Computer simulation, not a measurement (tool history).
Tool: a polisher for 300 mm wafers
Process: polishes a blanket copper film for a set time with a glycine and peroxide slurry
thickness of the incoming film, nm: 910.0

run	hour	flow of slurry (ml/min)	pressure of the wafer on the pad (psi)	speed of the pad under the wafer (m/s)	polishing time (s)	film removed (Å)
1	0	290	3.4	1.16	20	1237.7
2	8.1	340	3.4	1.16	20	1271.5
3	13.2	340	4	1.16	20	1420.9
4	19.7	340	4.2	1.16	20	1458.7
5	26.4	340	4.2	1.16	18	1338.3
6	28	340	4.5	1.18	18	1420.9

The next listed run, before its measurement:
7	29.4	345	4.7	1.2	18	?

{"run 7": {"film removed (Å)": 1497}}
